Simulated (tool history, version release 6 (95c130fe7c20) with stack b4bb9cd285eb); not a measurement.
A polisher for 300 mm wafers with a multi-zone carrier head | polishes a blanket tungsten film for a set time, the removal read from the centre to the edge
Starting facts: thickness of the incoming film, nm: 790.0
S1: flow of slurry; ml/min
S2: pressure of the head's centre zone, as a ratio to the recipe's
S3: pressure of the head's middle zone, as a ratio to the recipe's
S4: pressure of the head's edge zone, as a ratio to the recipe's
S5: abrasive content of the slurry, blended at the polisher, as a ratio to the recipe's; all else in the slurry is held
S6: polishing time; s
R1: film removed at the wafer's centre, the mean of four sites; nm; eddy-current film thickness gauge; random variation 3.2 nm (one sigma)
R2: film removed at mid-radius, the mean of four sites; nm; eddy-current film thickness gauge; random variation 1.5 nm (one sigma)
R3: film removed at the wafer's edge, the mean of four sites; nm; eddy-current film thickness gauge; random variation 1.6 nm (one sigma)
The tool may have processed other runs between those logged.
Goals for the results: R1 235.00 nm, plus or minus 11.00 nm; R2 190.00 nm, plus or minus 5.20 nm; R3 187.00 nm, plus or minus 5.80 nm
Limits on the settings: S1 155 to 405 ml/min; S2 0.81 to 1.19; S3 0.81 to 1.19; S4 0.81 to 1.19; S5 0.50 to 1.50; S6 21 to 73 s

{"run": 1, "day": 0.0, "S1": 260, "S2": 1.0, "S3": 1.0, "S4": 1.0, "S5": 1.0, "S6": 47, "R1": 152.04, "R2": 148.04, "R3": 147.49}
{"run": 2, "day": 0.162, "S1": 260, "S2": 1.0, "S3": 1.0, "S4": 1.0, "S5": 1.15, "S6": 47, "R1": 155.93, "R2": 152.59, "R3": 152.03}
{"run": 3, "day": 0.483, "S1": 270, "S2": 1.03, "S3": 1.0, "S4": 1.0, "S5": 1.2, "S6": 48, "R1": 166.74, "R2": 158.93, "R3": 155.23}
{"run": 4, "day": 0.588, "S1": 270, "S2": 1.03, "S3": 1.0, "S4": 1.0, "S5": 1.2, "S6": 40, "R1": 139.61, "R2": 129.32, "R3": 128.47}
{"run": 5, "day": 0.912, "S1": 320, "S2": 1.03, "S3": 1.0, "S4": 1.0, "S5": 1.2, "S6": 40, "R1": 138.73, "R2": 135.0, "R3": 130.32}
{"run": 6, "day": 1.267, "S1": 305, "S2": 1.05, "S3": 1.0, "S4": 1.01, "S5": 1.25, "S6": 42, "R1": 150.88, "R2": 140.76, "R3": 137.5}
{"run": 7, "day": 1.596, "S1": 295, "S2": 1.07, "S3": 1.01, "S4": 1.02, "S5": 1.3, "S6": 44, "R1": 162.48, "R2": 150.3, "R3": 147.99}
{"day": 1.792, "done": "slurry nozzle cleaned"}
{"run": 8, "day": 1.792, "S1": 285, "S2": 1.09, "S3": 1.01, "S4": 1.02, "S5": 1.35, "S6": 45, "R1": 176.29, "R2": 159.87, "R3": 156.11}

Next run, 4 choices. One meets every target within its allowed miss, the rest don't. Which?
{"run": "A", "day": 1.988, "S1": 195, "S2": 1.16, "S3": 0.94, "S4": 0.88, "S5": 1.5, "S6": 58, "R1": "?", "R2": "?", "R3": "?"}
{"run": "B", "day": 1.988, "S1": 235, "S2": 1.16, "S3": 0.87, "S4": 1.04, "S5": 1.15, "S6": 60, "R1": "?", "R2": "?", "R3": "?"}
{"run": "C", "day": 1.988, "S1": 295, "S2": 1.15, "S3": 0.93, "S4": 1.08, "S5": 1.3, "S6": 58, "R1": "?", "R2": "?", "R3": "?"}
{"run": "D", "day": 1.988, "S1": 225, "S2": 1.09, "S3": 0.91, "S4": 1.17, "S5": 1.1, "S6": 58, "R1": "?", "R2": "?", "R3": "?"}

move=A R1=231.69 R2=190.60 R3=186.62
move=B R1=233.03 R2=180.47 R3=201.96
move=C R1=233.71 R2=191.50 R3=206.45
move=D R1=208.98 R2=178.31 R3=204.85
A: each result inside its tolerance
B: closer than the last run, but not yet in spec
C: puts the biggest miss on target and leaves a different result outside tolerance
D: closer than the last run, but not yet in spec
The right move is A.
